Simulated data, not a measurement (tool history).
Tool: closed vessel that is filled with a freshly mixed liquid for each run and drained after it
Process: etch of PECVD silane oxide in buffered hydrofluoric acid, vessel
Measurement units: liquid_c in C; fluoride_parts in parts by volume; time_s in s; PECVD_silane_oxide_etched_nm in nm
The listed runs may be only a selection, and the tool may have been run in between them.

run 1 hour=0 | liquid_c=25 fluoride_parts=7.5 time_s=100 | PECVD_silane_oxide_etched_nm=528.91
run 2 hour=1.1 | liquid_c=28 fluoride_parts=7.5 time_s=100 | PECVD_silane_oxide_etched_nm=622.49
run 3 hour=2 | liquid_c=27.5 fluoride_parts=7.5 time_s=100 | PECVD_silane_oxide_etched_nm=607.94
run 4 hour=5.4 | liquid_c=27.5 fluoride_parts=7.5 time_s=105 | PECVD_silane_oxide_etched_nm=634.65
run 5 hour=6.7 | liquid_c=27 fluoride_parts=7.5 time_s=105 | PECVD_silane_oxide_etched_nm=618.01
run 6 hour=14.7 | liquid_c=26.5 fluoride_parts=7.5 time_s=105 | PECVD_silane_oxide_etched_nm=608.64

Predict the results of run 7:
run 7 hour=23.9 | liquid_c=26.5 fluoride_parts=7.5 time_s=105 | PECVD_silane_oxide_etched_nm=?

{"run 7": {"PECVD_silane_oxide_etched_nm": 604.49}}
